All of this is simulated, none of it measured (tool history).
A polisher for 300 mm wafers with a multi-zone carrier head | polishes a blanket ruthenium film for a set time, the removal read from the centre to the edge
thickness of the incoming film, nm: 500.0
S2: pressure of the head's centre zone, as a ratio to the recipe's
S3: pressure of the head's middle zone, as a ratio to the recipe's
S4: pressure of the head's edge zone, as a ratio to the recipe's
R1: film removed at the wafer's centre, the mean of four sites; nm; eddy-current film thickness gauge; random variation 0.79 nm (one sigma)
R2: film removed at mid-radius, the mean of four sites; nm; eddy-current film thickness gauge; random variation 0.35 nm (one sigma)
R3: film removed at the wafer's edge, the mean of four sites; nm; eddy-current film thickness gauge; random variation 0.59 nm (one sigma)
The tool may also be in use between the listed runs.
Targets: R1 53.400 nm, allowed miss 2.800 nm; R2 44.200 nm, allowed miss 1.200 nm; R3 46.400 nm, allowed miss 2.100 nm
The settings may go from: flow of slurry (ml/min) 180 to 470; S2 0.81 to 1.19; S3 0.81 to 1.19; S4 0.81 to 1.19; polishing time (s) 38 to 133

run 1 day=0.000 | flow_of_slurry_(ml/min)=300 S2=1.00 S3=1.00 S4=1.00 polishing_time_(s)=85 | R1=92.253 R2=91.522 R3=89.819
run 2 day=0.050 | flow_of_slurry_(ml/min)=280 S2=1.01 S3=0.96 S4=0.96 polishing_time_(s)=73 | R1=75.465 R2=75.532 R3=76.406
run 3 day=0.179 | flow_of_slurry_(ml/min)=285 S2=1.06 S3=0.93 S4=0.92 polishing_time_(s)=64 | R1=70.593 R2=64.945 R3=66.682
run 4 day=0.492 | flow_of_slurry_(ml/min)=285 S2=1.06 S3=0.93 S4=1.01 polishing_time_(s)=64 | R1=71.982 R2=64.835 R3=68.045
run 5 day=0.642 | flow_of_slurry_(ml/min)=285 S2=1.06 S3=0.93 S4=1.01 polishing_time_(s)=78 | R1=86.490 R2=79.873 R3=81.349
run 6 day=0.900 | flow_of_slurry_(ml/min)=285 S2=1.06 S3=0.93 S4=1.07 polishing_time_(s)=78 | R1=87.879 R2=77.752 R3=83.063
run 7 day=1.221 | flow_of_slurry_(ml/min)=275 S2=1.09 S3=0.92 S4=1.03 polishing_time_(s)=67 | R1=76.063 R2=66.787 R3=70.659
run 8 day=1.558 | flow_of_slurry_(ml/min)=270 S2=1.11 S3=0.91 S4=1.00 polishing_time_(s)=59 | R1=69.852 R2=58.737 R3=61.390
run 9 day=1.888 | flow_of_slurry_(ml/min)=240 S2=1.03 S3=0.81 S4=0.90 polishing_time_(s)=42 | R1=43.929 R2=37.327 R3=42.204
run 10 day=1.983 | flow_of_slurry_(ml/min)=280 S2=1.05 S3=0.82 S4=0.89 polishing_time_(s)=41 | R1=45.937 R2=37.333 R3=41.472
run 11 day=2.154 | flow_of_slurry_(ml/min)=280 S2=1.06 S3=0.84 S4=0.91 polishing_time_(s)=41 | R1=45.766 R2=37.909 R3=42.750
run 12 day=2.450 | flow_of_slurry_(ml/min)=280 S2=1.08 S3=0.86 S4=0.91 polishing_time_(s)=41 | R1=46.108 R2=38.732 R3=41.552
run 13 day=2.629 | flow_of_slurry_(ml/min)=315 S2=1.15 S3=0.90 S4=1.00 polishing_time_(s)=50 | R1=61.873 R2=49.345 R3=52.634
run 14 day=2.792 | flow_of_slurry_(ml/min)=305 S2=1.14 S3=0.89 S4=0.96 polishing_time_(s)=50 | R1=60.001 R2=48.752 R3=52.858
run 15 day=3.067 | flow_of_slurry_(ml/min)=280 S2=1.14 S3=0.88 S4=0.93 polishing_time_(s)=49 | R1=58.580 R2=47.721 R3=50.299
run 16 day=3.300 | flow_of_slurry_(ml/min)=270 S2=1.13 S3=0.87 S4=0.91 polishing_time_(s)=49 | R1=56.504 R2=46.541 R3=49.629

4 next moves are on the table. One of them brings every result within its allowed miss. Which?
run A day=3.533 | flow_of_slurry_(ml/min)=185 S2=1.11 S3=1.08 S4=0.85 polishing_time_(s)=45 | R1=? R2=? R3=?
run B day=3.533 | flow_of_slurry_(ml/min)=200 S2=0.95 S3=0.88 S4=0.86 polishing_time_(s)=55 | R1=? R2=? R3=?
run C day=3.533 | flow_of_slurry_(ml/min)=265 S2=1.12 S3=0.90 S4=0.95 polishing_time_(s)=45 | R1=? R2=? R3=?
run D day=3.533 | flow_of_slurry_(ml/min)=280 S2=1.17 S3=0.84 S4=0.90 polishing_time_(s)=45 | R1=? R2=? R3=?

move=A R1=50.552 R2=49.209 R3=42.808
move=B R1=53.247 R2=51.107 R3=52.962
move=C R1=53.038 R2=43.754 R3=45.493
move=D R1=55.697 R2=41.526 R3=44.994
A: further off than the last run
B: further off than the last run
C: meets every target
D: takes the result that was furthest off past its target
Answer: C
